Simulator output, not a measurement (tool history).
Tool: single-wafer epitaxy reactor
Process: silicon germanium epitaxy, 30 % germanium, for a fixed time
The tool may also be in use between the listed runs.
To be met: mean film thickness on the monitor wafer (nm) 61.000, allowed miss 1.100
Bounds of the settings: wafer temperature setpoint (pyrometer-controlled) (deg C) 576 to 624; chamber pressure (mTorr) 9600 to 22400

run    day  wafer temperature setpoint (pyrometer-controlled) (deg C)  chamber pressure (mTorr)  mean film thickness on the monitor wafer (nm)
  1  0.000                                                        600                     16000                                         49.788
  2  0.183                                                        590                     16000                                         41.263
  3  0.483                                                        582                     16000                                         35.554
  4  0.821                                                        577                     16000                                         32.217
  5  1.167                                                        581                     16000                                         34.842
  6  1.292                                                        587                     16000                                         39.140
     1.492  -- capacitance manometer re-zeroed and calibrated
  7  1.492                                                        593                     16100                                         45.640
  8  1.621                                                        596                     16100                                         48.003
  9  1.796                                                        599                     16100                                         50.834
 10  2.012                                                        601                     16100                                         52.348
 11  2.196                                                        603                     16100                                         54.743
 12  2.512                                                        604                     16100                                         55.586
 13  2.621                                                        605                     16100                                         56.756
 14  2.992                                                        606                     16100                                         57.722
 15  3.075                                                        607                     16100                                         58.528
 16  3.371                                                        608                     16100                                         59.825

Which of these 5 next moves meets every target?
  A  3.667                                                        609                     18300                                              ?
  B  3.667                                                        611                     16200                                              ?
  C  3.667                                                        608                     16800                                              ?
  D  3.667                                                        613                     15400                                              ?
  E  3.667                                                        607                     16000                                              ?

move  mean film thickness on the monitor wafer (nm)
   A                                         64.616
   B                                         63.527
   C                                         61.124
   D                                         64.411
   E                                         58.745
A: takes the result that was furthest off past its target
B: takes the result that was furthest off past its target
C: meets every target
D: takes the result that was furthest off past its target
E: further off than the last run
Answer: C
